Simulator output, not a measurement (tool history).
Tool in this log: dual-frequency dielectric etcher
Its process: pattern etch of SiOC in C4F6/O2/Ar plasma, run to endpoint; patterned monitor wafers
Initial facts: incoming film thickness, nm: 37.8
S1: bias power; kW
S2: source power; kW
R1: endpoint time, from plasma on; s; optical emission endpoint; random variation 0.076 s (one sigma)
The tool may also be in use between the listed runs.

run	hour	S1	S2	R1
1	0.0	0.551	0.320	12.650
2	2.1	0.599	0.330	12.288
3	9.8	0.636	0.350	11.714
4	12.4	0.662	0.360	11.284
5	19.7	0.662	0.320	11.893
6	21.9	0.623	0.320	12.156
7	23.2	0.656	0.330	11.839

Run 8 is up next; what results do you expect?
# hour 30.9: source power generator calibrated
8	30.9	0.680	0.340	?

For run 8 the tool returned R1 11.482 s.
